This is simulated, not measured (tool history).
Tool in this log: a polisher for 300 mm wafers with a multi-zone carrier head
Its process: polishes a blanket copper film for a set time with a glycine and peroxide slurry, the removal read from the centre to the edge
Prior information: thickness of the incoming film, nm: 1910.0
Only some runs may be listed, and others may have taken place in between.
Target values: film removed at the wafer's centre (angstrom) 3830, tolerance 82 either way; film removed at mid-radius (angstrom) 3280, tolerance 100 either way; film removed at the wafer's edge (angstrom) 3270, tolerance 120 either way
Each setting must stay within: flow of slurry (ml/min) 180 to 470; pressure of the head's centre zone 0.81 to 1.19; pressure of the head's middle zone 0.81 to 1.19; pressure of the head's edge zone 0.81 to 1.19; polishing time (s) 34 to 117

run	hour	flow of slurry (ml/min)	pressure of the head's centre zone	pressure of the head's middle zone	pressure of the head's edge zone	polishing time (s)	film removed at the wafer's centre (angstrom)	film removed at mid-radius (angstrom)	film removed at the wafer's edge (angstrom)
1	0	300	1	1	1	75	2997.8	3059.2	3130.1
2	3.7	300	1	1	0.92	75	2967.8	3088.9	3023.4
3	9	300	1	1.06	0.92	75	2979.5	3245	3056.8
4	11.3	310	1.03	1.06	0.94	75	3062.4	3198.5	3075.1
# hour 14.3: slurry nozzle cleaned
5	14.3	320	1.06	1.06	0.94	76	3329.4	3393.5	3241.4
6	19.9	340	1.07	1.03	0.92	76	3392.7	3337.9	3226.4
7	25.4	355	1.08	1.01	0.91	76	3486.6	3341.5	3200.8
8	31.1	365	1.09	0.99	0.91	76	3461	3193.3	3236.1

4 candidate next runs follow, results not yet known. Just one meets every target within its allowed miss. Identify it.
A	36.8	365	1.1	0.99	0.85	80	?	?	?
B	36.8	450	0.91	0.99	0.95	74	?	?	?
C	36.8	370	1.19	0.9	0.94	77	?	?	?
D	36.8	360	1.18	0.99	0.93	77	?	?	?

move	film removed at the wafer's centre (angstrom)	film removed at mid-radius (angstrom)	film removed at the wafer's edge (angstrom)
A	3722.6	3462.4	3303.8
B	2894.8	3256.9	3249.4
C	3881	3113.7	3329.9
D	3840.4	3326.8	3304.6
A: moves toward the targets from the last run without getting all of them in spec
B: the biggest miss grows against the last run
C: gets the furthest-off result to its target, but another result is out of tolerance
D: each result inside its tolerance
D meets every target.

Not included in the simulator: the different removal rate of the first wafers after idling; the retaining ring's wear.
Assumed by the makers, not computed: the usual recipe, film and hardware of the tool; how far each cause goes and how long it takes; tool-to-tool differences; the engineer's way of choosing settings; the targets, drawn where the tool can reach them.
